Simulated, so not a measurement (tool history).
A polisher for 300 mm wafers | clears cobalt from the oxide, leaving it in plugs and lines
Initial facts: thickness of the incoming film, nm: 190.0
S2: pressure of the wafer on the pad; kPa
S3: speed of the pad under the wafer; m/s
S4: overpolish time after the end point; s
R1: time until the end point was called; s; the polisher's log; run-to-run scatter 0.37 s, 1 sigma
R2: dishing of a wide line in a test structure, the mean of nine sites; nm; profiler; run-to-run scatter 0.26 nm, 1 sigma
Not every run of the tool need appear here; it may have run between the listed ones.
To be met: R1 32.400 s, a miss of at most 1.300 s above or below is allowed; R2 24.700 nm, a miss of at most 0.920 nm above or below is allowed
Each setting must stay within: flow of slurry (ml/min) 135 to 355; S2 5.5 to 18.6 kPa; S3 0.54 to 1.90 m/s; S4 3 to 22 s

Run 1, hour 0.0: flow of slurry (ml/min) 225, S2 11.7 kPa, S3 1.22 m/s, S4 11 s. Result: R1 40.450 s, R2 37.487 nm.
Run 2, hour 2.3: flow of slurry (ml/min) 225, S2 13.1 kPa, S3 1.22 m/s, S4 11 s. Result: R1 36.602 s, R2 41.525 nm.
Run 3, hour 7.3: flow of slurry (ml/min) 225, S2 13.1 kPa, S3 1.22 m/s, S4 14 s. Result: R1 36.046 s, R2 46.300 nm.
Run 4, hour 12.4: flow of slurry (ml/min) 225, S2 12.4 kPa, S3 1.32 m/s, S4 11 s. Result: R1 35.165 s, R2 40.731 nm.
Run 5, hour 13.8: flow of slurry (ml/min) 225, S2 12.4 kPa, S3 1.32 m/s, S4 15 s. Result: R1 34.958 s, R2 48.417 nm.
Run 6, hour 19.0: flow of slurry (ml/min) 225, S2 12.4 kPa, S3 1.32 m/s, S4 12 s. Result: R1 35.855 s, R2 42.909 nm.
Run 7, hour 24.3: flow of slurry (ml/min) 255, S2 11.0 kPa, S3 1.50 m/s, S4 9 s. Result: R1 34.503 s, R2 36.730 nm.
Run 8, hour 27.9: flow of slurry (ml/min) 285, S2 9.7 kPa, S3 1.62 m/s, S4 7 s. Result: R1 36.795 s, R2 29.408 nm.
Run 9, hour 33.2: flow of slurry (ml/min) 305, S2 9.7 kPa, S3 1.64 m/s, S4 6 s. Result: R1 35.703 s, R2 26.688 nm.
Run 10, hour 36.0: flow of slurry (ml/min) 315, S2 9.7 kPa, S3 1.64 m/s, S4 6 s. Result: R1 35.745 s, R2 26.679 nm.
Run 11, hour 36.6: flow of slurry (ml/min) 325, S2 9.7 kPa, S3 1.64 m/s, S4 5 s. Result: R1 35.585 s, R2 22.932 nm.

Next run, 5 choices. One meets every target within its allowed miss, the rest don't. Which?
Run A, hour 37.2: flow of slurry (ml/min) 335, S2 9.7 kPa, S3 1.60 m/s, S4 6 s. Result: R1 ?, R2 ?.
Run B, hour 37.2: flow of slurry (ml/min) 285, S2 15.2 kPa, S3 1.24 m/s, S4 4 s. Result: R1 ?, R2 ?.
Run C, hour 37.2: flow of slurry (ml/min) 320, S2 9.0 kPa, S3 1.58 m/s, S4 6 s. Result: R1 ?, R2 ?.
Run D, hour 37.2: flow of slurry (ml/min) 325, S2 10.3 kPa, S3 1.70 m/s, S4 5 s. Result: R1 ?, R2 ?.
Run E, hour 37.2: flow of slurry (ml/min) 335, S2 9.0 kPa, S3 1.62 m/s, S4 6 s. Result: R1 ?, R2 ?.

move      R1      R2
   A  35.684  25.940
   B  29.922  21.531
   C  38.946  24.197
   D  31.544  24.743
   E  37.860  24.751
A: about the same distance from the targets as the last run
B: moves the result that the last run missed by most past its target, out the other side
C: the biggest miss grows against the last run
D: meets every target
E: the biggest miss grows against the last run
The move that meets every target is D.

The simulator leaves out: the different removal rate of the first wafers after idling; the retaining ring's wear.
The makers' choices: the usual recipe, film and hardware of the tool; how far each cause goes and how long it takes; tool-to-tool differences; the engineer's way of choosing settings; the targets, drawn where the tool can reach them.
